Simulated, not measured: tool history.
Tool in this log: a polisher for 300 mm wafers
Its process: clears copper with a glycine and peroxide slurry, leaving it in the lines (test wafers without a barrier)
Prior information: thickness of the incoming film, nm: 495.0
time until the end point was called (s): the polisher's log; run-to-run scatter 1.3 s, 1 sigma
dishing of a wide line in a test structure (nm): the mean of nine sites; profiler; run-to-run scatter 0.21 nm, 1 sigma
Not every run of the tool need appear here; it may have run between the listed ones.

run	hour	flow of slurry (ml/min)	pressure of the wafer on the pad (kPa)	speed of the pad under the wafer (cm/s)	overpolish time after the end point (s)	time until the end point was called (s)	dishing of a wide line in a test structure (nm)
1	0	190	17.2	106	9	83.18	27.75
2	0.5	190	16.5	106	9	86.67	27.288
3	8.8	190	15.9	106	9	91.363	26.48
4	9.4	195	14.5	104	8	98.655	22.478
5	16	195	14.5	104	11	96.867	28.458
6	21	200	14.5	104	11	98.498	28.647
7	29.9	200	14.5	104	11	96.365	28.305

Run 8, settings as shown, results not yet in. Your forecast:
8	31.8	205	14.5	104	11	?	?

{"run 8": {"time until the end point was called (s)": 96.428, "dishing of a wide line in a test structure (nm)": 28.782}}

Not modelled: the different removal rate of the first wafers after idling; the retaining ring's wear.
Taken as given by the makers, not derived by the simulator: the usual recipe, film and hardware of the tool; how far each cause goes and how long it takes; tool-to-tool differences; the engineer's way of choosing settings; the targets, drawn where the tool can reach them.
